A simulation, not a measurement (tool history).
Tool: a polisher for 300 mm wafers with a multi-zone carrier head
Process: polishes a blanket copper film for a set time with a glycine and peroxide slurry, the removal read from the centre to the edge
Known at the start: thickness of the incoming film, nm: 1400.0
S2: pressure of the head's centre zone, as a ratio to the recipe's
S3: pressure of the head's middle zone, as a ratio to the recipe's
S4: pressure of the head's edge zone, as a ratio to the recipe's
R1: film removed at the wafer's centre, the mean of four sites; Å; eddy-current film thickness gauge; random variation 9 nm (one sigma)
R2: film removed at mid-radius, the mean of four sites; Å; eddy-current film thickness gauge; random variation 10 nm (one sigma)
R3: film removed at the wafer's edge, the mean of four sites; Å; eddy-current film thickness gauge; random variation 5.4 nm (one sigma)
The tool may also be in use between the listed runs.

Run 1, hour 0: flow of slurry (ml/min) 285, S2 1, S3 1, S4 1, polishing time (s) 78. Result: R1 4340 Å, R2 4342.9 Å, R3 4477.8 Å.
Run 2, hour 2.9: flow of slurry (ml/min) 315, S2 1, S3 1, S4 1, polishing time (s) 78. Result: R1 4363.3 Å, R2 4426 Å, R3 4464.9 Å.
Run 3, hour 5.1: flow of slurry (ml/min) 320, S2 1, S3 1.02, S4 1.01, polishing time (s) 82. Result: R1 4809.3 Å, R2 4701.9 Å, R3 4789 Å.
Run 4, hour 5.7: flow of slurry (ml/min) 320, S2 0.97, S3 1.04, S4 1.01, polishing time (s) 86. Result: R1 4797.5 Å, R2 5046.2 Å, R3 5052.3 Å.
Run 5, hour 14.5: flow of slurry (ml/min) 325, S2 0.96, S3 1.06, S4 1.01, polishing time (s) 89. Result: R1 4816.4 Å, R2 5316.4 Å, R3 5234.9 Å.
Run 6, hour 16.3: flow of slurry (ml/min) 325, S2 0.96, S3 1.06, S4 1.09, polishing time (s) 89. Result: R1 4736.3 Å, R2 5319.8 Å, R3 5390.2 Å.
At hour 23.7: worn pad replaced by a new one.
Run 7, hour 23.7: flow of slurry (ml/min) 325, S2 0.96, S3 1.08, S4 1.09, polishing time (s) 92. Result: R1 5333.3 Å, R2 5998.8 Å, R3 6026.4 Å.

Run 8 comes next. What will it give?
Run 8, hour 29: flow of slurry (ml/min) 330, S2 0.96, S3 1.1, S4 1.1, polishing time (s) 92. Result: R1 ?, R2 ?, R3 ?.

Run 8 gave R1 5401.7 Å, R2 6289.6 Å, R3 6020.4 Å.
